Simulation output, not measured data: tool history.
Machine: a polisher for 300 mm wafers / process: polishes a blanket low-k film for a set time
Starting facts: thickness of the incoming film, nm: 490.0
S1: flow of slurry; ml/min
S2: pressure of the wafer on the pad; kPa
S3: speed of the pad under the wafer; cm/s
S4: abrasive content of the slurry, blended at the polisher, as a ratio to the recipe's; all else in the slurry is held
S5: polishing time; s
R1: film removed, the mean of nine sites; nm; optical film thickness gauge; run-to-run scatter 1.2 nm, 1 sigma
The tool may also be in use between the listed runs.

run 1 hour=0.0 | S1=210 S2=15.9 S3=112 S4=1.0 S5=111 | R1=62.832
run 2 hour=3.0 | S1=210 S2=15.9 S3=112 S4=1.0 S5=111 | R1=62.595
run 3 hour=8.4 | S1=210 S2=17.2 S3=112 S4=1.0 S5=111 | R1=69.200
run 4 hour=14.7 | S1=210 S2=17.2 S3=112 S4=0.9 S5=111 | R1=62.385
run 5 hour=18.6 | S1=210 S2=18.6 S3=116 S4=0.9 S5=111 | R1=71.026
run 6 hour=20.3 | S1=210 S2=20.0 S3=118 S4=0.9 S5=111 | R1=76.095

The next listed run, before its measurement:
run 7 hour=27.9 | S1=220 S2=24.1 S3=140 S4=0.9 S5=111 | R1=?

Run 7 came out at R1 104.070 nm.
